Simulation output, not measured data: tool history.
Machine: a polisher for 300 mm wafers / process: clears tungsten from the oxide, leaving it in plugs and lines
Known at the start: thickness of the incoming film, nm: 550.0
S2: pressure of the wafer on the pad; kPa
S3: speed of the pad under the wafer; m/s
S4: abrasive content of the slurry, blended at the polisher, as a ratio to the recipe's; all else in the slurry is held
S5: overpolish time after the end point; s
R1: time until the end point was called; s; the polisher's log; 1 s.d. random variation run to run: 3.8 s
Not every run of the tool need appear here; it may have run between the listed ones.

Run 1, day 0.000: flow of slurry (ml/min) 260, S2 26.2 kPa, S3 0.94 m/s, S4 1.0, S5 3 s. Result: R1 141.80 s.
Run 2, day 0.162: flow of slurry (ml/min) 260, S2 22.8 kPa, S3 0.92 m/s, S4 1.0, S5 3 s. Result: R1 162.20 s.
Run 3, day 0.188: flow of slurry (ml/min) 260, S2 22.8 kPa, S3 0.92 m/s, S4 1.1, S5 3 s. Result: R1 155.85 s.
Run 4, day 0.321: flow of slurry (ml/min) 260, S2 22.8 kPa, S3 1.12 m/s, S4 1.1, S5 3 s. Result: R1 130.90 s.
Run 5, day 0.588: flow of slurry (ml/min) 260, S2 20.0 kPa, S3 1.04 m/s, S4 1.1, S5 3 s. Result: R1 155.41 s.
Run 6, day 0.942: flow of slurry (ml/min) 260, S2 20.0 kPa, S3 0.88 m/s, S4 1.1, S5 3 s. Result: R1 182.68 s.
Run 7, day 1.117: flow of slurry (ml/min) 260, S2 17.9 kPa, S3 0.86 m/s, S4 1.1, S5 3 s. Result: R1 198.91 s.
Run 8, day 1.304: flow of slurry (ml/min) 260, S2 16.5 kPa, S3 0.84 m/s, S4 1.1, S5 3 s. Result: R1 218.90 s.

Predict the results of run 9:
Run 9, day 1.492: flow of slurry (ml/min) 260, S2 15.9 kPa, S3 0.84 m/s, S4 1.1, S5 3 s. Result: R1 ?.

R1: 232.00 s
